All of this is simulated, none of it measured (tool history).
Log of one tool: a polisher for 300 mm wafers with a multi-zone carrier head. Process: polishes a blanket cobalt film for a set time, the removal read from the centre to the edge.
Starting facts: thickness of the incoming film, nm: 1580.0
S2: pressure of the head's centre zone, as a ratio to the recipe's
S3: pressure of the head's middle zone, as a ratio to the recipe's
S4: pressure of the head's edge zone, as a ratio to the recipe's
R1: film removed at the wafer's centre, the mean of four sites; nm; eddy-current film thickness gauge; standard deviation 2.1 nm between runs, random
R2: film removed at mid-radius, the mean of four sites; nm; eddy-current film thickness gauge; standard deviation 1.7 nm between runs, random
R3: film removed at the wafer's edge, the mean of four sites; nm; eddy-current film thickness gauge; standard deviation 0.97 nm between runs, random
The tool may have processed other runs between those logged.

Run 1, hour 0.0: flow of slurry (ml/min) 165, S2 1.00, S3 1.00, S4 1.00, polishing time (s) 55. Result: R1 124.59 nm, R2 128.86 nm, R3 127.73 nm.
Run 2, hour 6.8: flow of slurry (ml/min) 170, S2 1.01, S3 1.01, S4 1.01, polishing time (s) 55. Result: R1 128.55 nm, R2 132.59 nm, R3 129.07 nm.
Run 3, hour 11.5: flow of slurry (ml/min) 175, S2 1.02, S3 1.01, S4 1.02, polishing time (s) 55. Result: R1 131.10 nm, R2 132.06 nm, R3 131.35 nm.
Run 4, hour 13.5: flow of slurry (ml/min) 175, S2 0.98, S3 1.01, S4 1.02, polishing time (s) 55. Result: R1 127.59 nm, R2 129.95 nm, R3 130.75 nm.
Run 5, hour 20.7: flow of slurry (ml/min) 175, S2 0.98, S3 1.01, S4 1.05, polishing time (s) 55. Result: R1 128.85 nm, R2 132.69 nm, R3 130.69 nm.
Run 6, hour 27.5: flow of slurry (ml/min) 175, S2 0.98, S3 1.01, S4 1.05, polishing time (s) 64. Result: R1 147.59 nm, R2 156.29 nm, R3 153.77 nm.

Run 7, settings as shown, results not yet in. Your forecast:
Run 7, hour 35.2: flow of slurry (ml/min) 175, S2 1.00, S3 1.01, S4 1.04, polishing time (s) 64. Result: R1 ?, R2 ?, R3 ?.

{"run 7": {"R1": 152.19, "R2": 156.09, "R3": 152.94}}
